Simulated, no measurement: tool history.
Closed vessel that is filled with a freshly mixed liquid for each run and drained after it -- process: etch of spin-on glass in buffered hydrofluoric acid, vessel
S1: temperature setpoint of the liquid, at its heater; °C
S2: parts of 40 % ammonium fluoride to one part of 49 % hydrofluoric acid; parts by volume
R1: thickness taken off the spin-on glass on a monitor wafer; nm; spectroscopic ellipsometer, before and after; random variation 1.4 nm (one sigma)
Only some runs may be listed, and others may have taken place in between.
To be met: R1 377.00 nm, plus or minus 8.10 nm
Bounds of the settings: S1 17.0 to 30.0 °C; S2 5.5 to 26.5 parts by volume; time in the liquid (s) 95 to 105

{"run": 1, "hour": 0.0, "S1": 22.0, "S2": 16.0, "time in the liquid (s)": 95, "R1": 277.13}
{"run": 2, "hour": 5.1, "S1": 22.0, "S2": 16.0, "time in the liquid (s)": 95, "R1": 277.37}
{"run": 3, "hour": 11.4, "S1": 20.5, "S2": 16.0, "time in the liquid (s)": 95, "R1": 255.73}
{"run": 4, "hour": 14.1, "S1": 23.0, "S2": 16.0, "time in the liquid (s)": 95, "R1": 294.68}
{"run": 5, "hour": 15.1, "S1": 23.0, "S2": 16.0, "time in the liquid (s)": 105, "R1": 324.14}
{"run": 6, "hour": 17.4, "S1": 23.0, "S2": 16.0, "time in the liquid (s)": 105, "R1": 324.04}
{"run": 7, "hour": 20.3, "S1": 24.0, "S2": 16.0, "time in the liquid (s)": 105, "R1": 343.31}
{"run": 8, "hour": 25.1, "S1": 24.5, "S2": 16.0, "time in the liquid (s)": 105, "R1": 352.72}
{"run": 9, "hour": 27.5, "S1": 25.0, "S2": 16.0, "time in the liquid (s)": 105, "R1": 360.84}

4 next moves are on the table. One of them brings every result within its allowed miss. Which?
{"run": "A", "hour": 29.9, "S1": 25.0, "S2": 14.5, "time in the liquid (s)": 100, "R1": "?"}
{"run": "B", "hour": 29.9, "S1": 25.0, "S2": 16.0, "time in the liquid (s)": 100, "R1": "?"}
{"run": "C", "hour": 29.9, "S1": 25.5, "S2": 16.0, "time in the liquid (s)": 100, "R1": "?"}
{"run": "D", "hour": 29.9, "S1": 23.5, "S2": 14.0, "time in the liquid (s)": 95, "R1": "?"}

move=A R1=380.56
move=B R1=345.47
move=C R1=354.97
move=D R1=344.81
A: each result inside its tolerance
B: further off than the last run
C: further off than the last run
D: further off than the last run
So the answer is move A, the one that meets all the targets.

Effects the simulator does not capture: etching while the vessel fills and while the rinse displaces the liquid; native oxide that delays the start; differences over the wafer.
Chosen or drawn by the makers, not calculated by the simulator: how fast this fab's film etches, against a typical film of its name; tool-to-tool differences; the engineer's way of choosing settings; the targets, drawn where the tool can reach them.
